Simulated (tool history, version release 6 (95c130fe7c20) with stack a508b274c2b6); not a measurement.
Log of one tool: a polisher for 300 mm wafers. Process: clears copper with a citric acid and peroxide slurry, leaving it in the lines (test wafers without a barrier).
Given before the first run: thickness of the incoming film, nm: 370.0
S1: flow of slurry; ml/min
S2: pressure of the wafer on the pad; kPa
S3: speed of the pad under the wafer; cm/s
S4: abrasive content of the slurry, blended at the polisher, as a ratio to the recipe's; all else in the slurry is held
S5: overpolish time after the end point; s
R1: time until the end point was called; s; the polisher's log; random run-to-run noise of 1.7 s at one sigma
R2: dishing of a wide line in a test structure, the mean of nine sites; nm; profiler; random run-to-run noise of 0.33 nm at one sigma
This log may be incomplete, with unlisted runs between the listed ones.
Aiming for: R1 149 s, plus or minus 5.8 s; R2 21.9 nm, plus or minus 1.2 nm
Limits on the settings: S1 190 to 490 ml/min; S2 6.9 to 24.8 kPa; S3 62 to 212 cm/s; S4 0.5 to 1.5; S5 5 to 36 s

| run | hour | S1 | S2 | S3 | S4 | S5 | R1 | R2 |
|---|---|---|---|---|---|---|---|---|
| 1 | 0 | 315 | 15.9 | 136 | 1 | 18 | 189.16 | 22.128 |
| 2 | 6.3 | 360 | 15.9 | 136 | 1 | 18 | 186 | 22.486 |
| 3 | 12.3 | 360 | 16.5 | 136 | 1 | 17 | 179.83 | 21.985 |
| 4 | 17 | 310 | 16.5 | 136 | 1 | 17 | 182.67 | 22.231 |
| 5 | 24.6 | 310 | 16.5 | 136 | 1 | 24 | 181.5 | 26.429 |
| 6 | 29.4 | 355 | 16.5 | 136 | 1 | 24 | 180.82 | 27.603 |
| 7 | 36.5 | 350 | 17.2 | 136 | 1 | 21 | 167.63 | 25.699 |
|  | 41.1 | slurry nozzle cleaned |
| 8 | 41.1 | 355 | 17.9 | 136 | 1 | 19 | 159.54 | 25.326 |
| 9 | 49.8 | 360 | 17.9 | 136 | 1 | 17 | 162.73 | 23.866 |
| 10 | 54 | 360 | 18.6 | 136 | 1 | 16 | 154.68 | 23.201 |

4 candidate next runs follow, results not yet known. Just one meets every target within its allowed miss. Identify it.
| A | 58.2 | 285 | 21.4 | 104 | 1.3 | 19 | ? | ? |
| B | 58.2 | 265 | 15.9 | 150 | 0.85 | 15 | ? | ? |
| C | 58.2 | 330 | 23.4 | 108 | 1.05 | 14 | ? | ? |
| D | 58.2 | 340 | 20 | 124 | 0.85 | 16 | ? | ? |

| move | R1 | R2 |
|---|---|---|
| A | 160.13 | 25.687 |
| B | 175.92 | 20.141 |
| C | 146.92 | 22.156 |
| D | 160.38 | 22.758 |
A: the biggest miss grows against the last run
B: the result that was furthest off in the last run now lies on the other side of its target
C: all results land within tolerance of their targets
D: corrects the largest miss of the last run, while another result sits out of spec
Correct choice: C, which meets every target
